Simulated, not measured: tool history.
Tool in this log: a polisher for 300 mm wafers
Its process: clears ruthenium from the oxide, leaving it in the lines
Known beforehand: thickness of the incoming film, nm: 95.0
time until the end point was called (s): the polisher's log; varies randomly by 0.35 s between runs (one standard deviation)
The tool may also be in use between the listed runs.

run,day,flow of slurry (ml/min),pressure of the wafer on the pad (psi),speed of the pad under the wafer (cm/s),overpolish time after the end point (s),time until the end point was called (s)
1,0.000,210,2.0,122,6,67.050
2,0.258,210,1.6,122,6,82.678
3,0.571,215,1.9,122,6,70.624
4,0.650,215,2.2,122,6,60.203
5,0.675,215,2.2,96,6,75.444
6,0.917,215,1.9,96,6,85.639
7,0.938,225,2.2,98,6,73.327
8,1.283,225,2.4,100,6,65.846

What will run 9 give?
9,1.371,225,2.6,102,6,?

For run 9 the tool returned time until the end point was called (s) 59.738.
